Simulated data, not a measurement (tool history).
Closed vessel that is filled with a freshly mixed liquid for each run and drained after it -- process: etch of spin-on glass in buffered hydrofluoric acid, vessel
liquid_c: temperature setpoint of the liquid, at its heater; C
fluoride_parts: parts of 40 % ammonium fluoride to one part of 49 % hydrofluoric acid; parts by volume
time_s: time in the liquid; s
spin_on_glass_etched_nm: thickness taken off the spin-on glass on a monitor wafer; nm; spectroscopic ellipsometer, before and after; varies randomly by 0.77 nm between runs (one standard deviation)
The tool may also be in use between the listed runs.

{"run": 1, "hour": 0.0, "liquid_c": 24.0, "fluoride_parts": 19.5, "time_s": 105, "spin_on_glass_etched_nm": 124.64}
{"run": 2, "hour": 7.5, "liquid_c": 22.0, "fluoride_parts": 19.5, "time_s": 105, "spin_on_glass_etched_nm": 113.21}
{"run": 3, "hour": 8.8, "liquid_c": 22.0, "fluoride_parts": 19.5, "time_s": 115, "spin_on_glass_etched_nm": 126.04}
{"run": 4, "hour": 16.5, "liquid_c": 24.0, "fluoride_parts": 19.5, "time_s": 115, "spin_on_glass_etched_nm": 139.92}
{"run": 5, "hour": 18.5, "liquid_c": 22.5, "fluoride_parts": 19.5, "time_s": 115, "spin_on_glass_etched_nm": 126.52}
{"run": 6, "hour": 23.7, "liquid_c": 22.5, "fluoride_parts": 22.0, "time_s": 115, "spin_on_glass_etched_nm": 115.89}
{"run": 7, "hour": 31.8, "liquid_c": 21.0, "fluoride_parts": 22.0, "time_s": 115, "spin_on_glass_etched_nm": 108.06}

What will run 8 give?
{"run": 8, "hour": 36.8, "liquid_c": 19.5, "fluoride_parts": 22.0, "time_s": 115, "spin_on_glass_etched_nm": "?"}

spin_on_glass_etched_nm: 99.497 nm
